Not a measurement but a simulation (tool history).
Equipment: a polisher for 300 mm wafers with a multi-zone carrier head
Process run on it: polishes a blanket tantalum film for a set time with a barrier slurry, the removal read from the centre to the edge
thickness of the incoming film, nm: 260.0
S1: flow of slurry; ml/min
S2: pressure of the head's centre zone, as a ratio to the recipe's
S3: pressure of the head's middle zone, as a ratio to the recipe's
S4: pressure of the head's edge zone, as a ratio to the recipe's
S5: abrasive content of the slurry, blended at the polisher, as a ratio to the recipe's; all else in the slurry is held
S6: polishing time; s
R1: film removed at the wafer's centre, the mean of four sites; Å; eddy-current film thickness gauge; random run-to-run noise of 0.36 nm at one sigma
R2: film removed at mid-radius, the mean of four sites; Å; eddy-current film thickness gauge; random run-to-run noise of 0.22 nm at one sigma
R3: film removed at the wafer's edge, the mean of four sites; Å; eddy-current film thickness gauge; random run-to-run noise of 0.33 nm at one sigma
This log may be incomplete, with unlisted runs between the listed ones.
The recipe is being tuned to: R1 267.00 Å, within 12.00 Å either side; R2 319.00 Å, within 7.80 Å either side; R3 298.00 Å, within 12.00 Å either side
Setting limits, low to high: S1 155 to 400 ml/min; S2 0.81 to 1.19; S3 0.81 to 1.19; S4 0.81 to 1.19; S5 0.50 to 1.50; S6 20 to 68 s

{"run": 1, "hour": 0.0, "S1": 255, "S2": 1.0, "S3": 1.0, "S4": 1.0, "S5": 1.0, "S6": 44, "R1": 476.16, "R2": 486.99, "R3": 462.1}
{"run": 2, "hour": 2.3, "S1": 290, "S2": 1.0, "S3": 1.0, "S4": 1.0, "S5": 1.0, "S6": 44, "R1": 483.72, "R2": 485.6, "R3": 477.81}
{"run": 3, "hour": 9.2, "S1": 290, "S2": 0.96, "S3": 1.0, "S4": 1.0, "S5": 1.0, "S6": 44, "R1": 460.68, "R2": 491.46, "R3": 474.39}
{"run": 4, "hour": 16.5, "S1": 290, "S2": 0.96, "S3": 1.0, "S4": 1.07, "S5": 1.0, "S6": 44, "R1": 461.56, "R2": 486.64, "R3": 482.68}
{"run": 5, "hour": 19.6, "S1": 290, "S2": 0.96, "S3": 1.0, "S4": 1.13, "S5": 1.0, "S6": 44, "R1": 473.97, "R2": 489.38, "R3": 506.38}
{"run": 6, "hour": 22.7, "S1": 275, "S2": 0.93, "S3": 0.98, "S4": 1.07, "S5": 0.9, "S6": 42, "R1": 421.46, "R2": 457.72, "R3": 458.18}
{"run": 7, "hour": 28.7, "S1": 265, "S2": 0.92, "S3": 0.97, "S4": 1.04, "S5": 0.8, "S6": 39, "R1": 374.45, "R2": 405.88, "R3": 403.5}
{"run": 8, "hour": 35.5, "S1": 255, "S2": 0.9, "S3": 0.96, "S4": 1.01, "S5": 0.75, "S6": 38, "R1": 351.18, "R2": 386.23, "R3": 383.52}
{"run": 9, "hour": 38.4, "S1": 235, "S2": 0.81, "S3": 0.96, "S4": 0.91, "S5": 0.5, "S6": 32, "R1": 235.59, "R2": 294.57, "R3": 279.64}
{"run": 10, "hour": 45.4, "S1": 250, "S2": 0.82, "S3": 0.97, "S4": 0.92, "S5": 0.5, "S6": 32, "R1": 248.53, "R2": 298.73, "R3": 288.13}
{"run": 11, "hour": 52.0, "S1": 260, "S2": 0.82, "S3": 0.98, "S4": 0.92, "S5": 0.5, "S6": 32, "R1": 252.43, "R2": 302.8, "R3": 283.71}

Which one of the following 4 next-run settings gets every result inside its allowed miss? There is exactly one.
{"run": "A", "hour": 58.6, "S1": 285, "S2": 0.91, "S3": 1.12, "S4": 0.84, "S5": 0.55, "S6": 31, "R1": "?", "R2": "?", "R3": "?"}
{"run": "B", "hour": 58.6, "S1": 265, "S2": 0.86, "S3": 1.11, "S4": 0.86, "S5": 0.5, "S6": 32, "R1": "?", "R2": "?", "R3": "?"}
{"run": "C", "hour": 58.6, "S1": 285, "S2": 0.95, "S3": 0.98, "S4": 0.97, "S5": 0.5, "S6": 30, "R1": "?", "R2": "?", "R3": "?"}
{"run": "D", "hour": 58.6, "S1": 325, "S2": 0.86, "S3": 1.05, "S4": 0.98, "S5": 0.6, "S6": 31, "R1": "?", "R2": "?", "R3": "?"}

move=A R1=276.85 R2=325.53 R3=269.63
move=B R1=262.89 R2=325.90 R3=274.39
move=C R1=274.17 R2=286.91 R3=272.69
move=D R1=269.28 R2=323.10 R3=296.15
A: brings the last run's worst result on target, with another outside its allowed miss
B: brings the last run's worst result on target, with another outside its allowed miss
C: further off than the last run
D: every result lands within tolerance
Move D is the one to make.

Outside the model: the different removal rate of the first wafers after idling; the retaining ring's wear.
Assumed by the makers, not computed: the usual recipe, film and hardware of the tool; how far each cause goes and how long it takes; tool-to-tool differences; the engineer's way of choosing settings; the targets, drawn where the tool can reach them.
